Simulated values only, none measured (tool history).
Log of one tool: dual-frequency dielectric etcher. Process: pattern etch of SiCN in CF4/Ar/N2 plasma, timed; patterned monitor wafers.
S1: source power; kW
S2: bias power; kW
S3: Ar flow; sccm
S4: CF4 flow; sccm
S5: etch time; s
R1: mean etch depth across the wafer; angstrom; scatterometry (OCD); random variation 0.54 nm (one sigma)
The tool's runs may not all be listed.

run	hour	S1	S2	S3	S4	S5	R1
1	0	0.54	0.076	115	73	93.5	1066.5
2	3	0.54	0.076	115	64	93.5	1056.4
3	11	0.54	0.076	115	59	93.5	1046.9
4	12.8	0.54	0.076	115	59	93.5	1043.7
5	20.4	0.58	0.076	115	59	93.5	1110
6	27.3	0.58	0.076	132	59	93.5	1092.1
7	32.2	0.61	0.076	132	59	93.5	1130.4
8	35.5	0.64	0.076	132	59	93.5	1177
9	42.1	0.66	0.076	132	59	93.5	1220.3
10	44	0.67	0.076	132	59	93.5	1236.3
11	51.3	0.68	0.076	132	59	93.5	1236.3

Run 12 comes next. What will it give?
12	56.8	0.69	0.076	132	59	93.5	?

R1: 1255.4 angstrom
